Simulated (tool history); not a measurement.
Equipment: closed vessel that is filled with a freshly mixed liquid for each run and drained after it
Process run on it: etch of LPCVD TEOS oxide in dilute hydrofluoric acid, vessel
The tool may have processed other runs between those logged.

run	hour	temperature setpoint of the liquid (C)	parts of water to one part of 49 % hydrofluoric acid (parts by volume)	time in the liquid (s)	thickness taken off the LPCVD TEOS oxide on a monitor wafer (angstrom)
1	0	21	200	115	191.87
2	3.8	21	200	125	206.37
3	6.7	21	200	115	188.49
4	12.8	22	195	115	203.78
5	20.2	22	195	125	222.13
6	29.1	20.5	195	125	210.24
7	29.7	20.5	195	125	210.83
8	38.4	21.5	195	125	218.26
9	42.7	22.5	195	125	226.39
10	45.1	23	190	125	240.71
11	49.1	23.5	190	125	246.84
12	50	24	190	125	246.25
13	58.1	24.5	190	125	252.96
14	63.6	25	190	125	260.87
15	69.7	25.5	190	125	259.81
16	77.2	26	190	125	262.36
17	82.3	26.5	190	125	266.92

Predict the results of run 18:
18	84.6	27	190	125	?

thickness taken off the LPCVD TEOS oxide on a monitor wafer (angstrom): 276.57
